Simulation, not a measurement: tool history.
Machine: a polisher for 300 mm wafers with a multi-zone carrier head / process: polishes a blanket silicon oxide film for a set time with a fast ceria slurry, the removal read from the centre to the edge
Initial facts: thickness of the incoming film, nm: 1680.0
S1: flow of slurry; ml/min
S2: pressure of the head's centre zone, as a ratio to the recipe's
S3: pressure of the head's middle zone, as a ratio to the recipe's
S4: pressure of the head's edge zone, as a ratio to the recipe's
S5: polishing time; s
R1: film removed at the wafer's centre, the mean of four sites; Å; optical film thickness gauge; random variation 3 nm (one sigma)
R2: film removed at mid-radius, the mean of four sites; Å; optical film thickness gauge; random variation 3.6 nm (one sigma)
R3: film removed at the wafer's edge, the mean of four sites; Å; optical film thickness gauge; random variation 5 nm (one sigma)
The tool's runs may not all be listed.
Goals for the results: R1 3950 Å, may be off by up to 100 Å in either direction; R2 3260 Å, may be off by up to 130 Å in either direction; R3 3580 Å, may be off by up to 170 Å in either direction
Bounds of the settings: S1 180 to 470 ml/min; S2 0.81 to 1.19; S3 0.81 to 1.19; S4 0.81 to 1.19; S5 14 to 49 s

run 1 hour=0 | S1=300 S2=1 S3=1 S4=1 S5=31 | R1=6020 R2=5670.7 R3=5731
run 2 hour=6.8 | S1=300 S2=1 S3=1 S4=0.93 S5=31 | R1=6039.5 R2=5729.1 R3=5634.1
run 3 hour=12.6 | S1=300 S2=1 S3=1 S4=0.86 S5=31 | R1=6087.8 R2=5527.6 R3=5549.7
run 4 hour=20.3 | S1=300 S2=1 S3=0.98 S4=0.85 S5=28 | R1=5454.3 R2=5103.5 R3=4800.6
run 5 hour=22.1 | S1=300 S2=1 S3=0.91 S4=0.85 S5=28 | R1=5442.9 R2=4744.4 R3=4804
run 6 hour=28.8 | S1=275 S2=1.01 S3=0.89 S4=0.88 S5=26 | R1=5106.4 R2=4255.7 R3=4458.9
run 7 hour=34.1 | S1=260 S2=0.99 S3=0.87 S4=0.87 S5=25 | R1=4771.4 R2=4070 R3=4409.4
run 8 hour=40.2 | S1=265 S2=0.99 S3=0.86 S4=0.87 S5=24 | R1=4588.4 R2=3854.5 R3=4255.6
run 9 hour=48.9 | S1=270 S2=0.99 S3=0.86 S4=0.86 S5=23 | R1=4394.7 R2=3699 R3=3985
run 10 hour=53.1 | S1=265 S2=0.97 S3=0.81 S4=0.83 S5=20 | R1=3776.7 R2=3085.3 R3=3339
run 11 hour=57.1 | S1=265 S2=0.98 S3=0.82 S4=0.84 S5=20 | R1=3815.4 R2=3059.8 R3=3441.7
run 12 hour=58.8 | S1=265 S2=0.98 S3=0.83 S4=0.85 S5=20 | R1=3764.3 R2=3037 R3=3407.9
run 13 hour=64.7 | S1=260 S2=0.99 S3=0.84 S4=0.85 S5=20 | R1=3870.2 R2=3135 R3=3506.4

Consider the 4 candidate settings below. Which is the only one whose results all fall within their allowed miss of target?
run A hour=70.6 | S1=250 S2=1.03 S3=0.89 S4=0.93 S5=20 | R1=? R2=? R3=?
run B hour=70.6 | S1=250 S2=1.05 S3=0.81 S4=0.85 S5=20 | R1=? R2=? R3=?
run C hour=70.6 | S1=190 S2=0.96 S3=0.85 S4=0.91 S5=21 | R1=? R2=? R3=?
run D hour=70.6 | S1=390 S2=1.02 S3=0.93 S4=0.81 S5=19 | R1=? R2=? R3=?

move=A R1=3899 R2=3299.6 R3=3522.8
move=B R1=3973.1 R2=3054 R3=3384.7
move=C R1=3699.7 R2=3247.8 R3=3590.5
move=D R1=3814.2 R2=3368.5 R3=3228.3
A: every result lands within tolerance
B: its largest miss is bigger than the last run's
C: brings the result that was furthest off to its target, and leaves another outside
D: brings the result that was furthest off to its target, and leaves another outside
So the answer is move A, the one that meets all the targets.

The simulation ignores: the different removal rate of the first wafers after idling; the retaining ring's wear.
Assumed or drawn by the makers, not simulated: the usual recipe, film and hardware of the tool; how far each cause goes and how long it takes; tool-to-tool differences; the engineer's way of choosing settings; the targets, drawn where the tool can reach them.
